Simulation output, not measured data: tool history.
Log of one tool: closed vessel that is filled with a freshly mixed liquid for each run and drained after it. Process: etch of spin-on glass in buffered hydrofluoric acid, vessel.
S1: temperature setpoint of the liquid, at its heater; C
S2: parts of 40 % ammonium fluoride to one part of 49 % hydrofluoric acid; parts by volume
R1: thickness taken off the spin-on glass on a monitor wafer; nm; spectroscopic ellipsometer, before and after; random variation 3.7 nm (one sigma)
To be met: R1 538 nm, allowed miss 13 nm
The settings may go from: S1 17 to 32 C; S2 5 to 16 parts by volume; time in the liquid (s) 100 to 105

run 1 day=0 | S1=24 S2=9.5 time_in_the_liquid_(s)=100 | R1=448.93
run 2 day=0.354 | S1=24.5 S2=9.5 time_in_the_liquid_(s)=100 | R1=458.71
run 3 day=0.725 | S1=24.5 S2=6.5 time_in_the_liquid_(s)=100 | R1=662.13
run 4 day=1.1 | S1=24 S2=6.5 time_in_the_liquid_(s)=100 | R1=650.64
run 5 day=1.267 | S1=26.5 S2=6.5 time_in_the_liquid_(s)=100 | R1=746.53
run 6 day=1.642 | S1=26.5 S2=8.5 time_in_the_liquid_(s)=100 | R1=566.54
run 7 day=1.788 | S1=26 S2=8.5 time_in_the_liquid_(s)=100 | R1=556.96
run 8 day=1.962 | S1=25 S2=8.5 time_in_the_liquid_(s)=100 | R1=524.26

4 next moves are on the table. One of them brings every result within its allowed miss. Which?
run A day=2.138 | S1=26.5 S2=9.5 time_in_the_liquid_(s)=100 | R1=?
run B day=2.138 | S1=23.5 S2=8 time_in_the_liquid_(s)=105 | R1=?
run C day=2.138 | S1=24.5 S2=8.5 time_in_the_liquid_(s)=100 | R1=?
run D day=2.138 | S1=27 S2=10 time_in_the_liquid_(s)=100 | R1=?

move=A R1=515.59
move=B R1=540.97
move=C R1=509.47
move=D R1=512.76
A: further off than the last run
B: meets every target
C: further off than the last run
D: further off than the last run
Answer: B

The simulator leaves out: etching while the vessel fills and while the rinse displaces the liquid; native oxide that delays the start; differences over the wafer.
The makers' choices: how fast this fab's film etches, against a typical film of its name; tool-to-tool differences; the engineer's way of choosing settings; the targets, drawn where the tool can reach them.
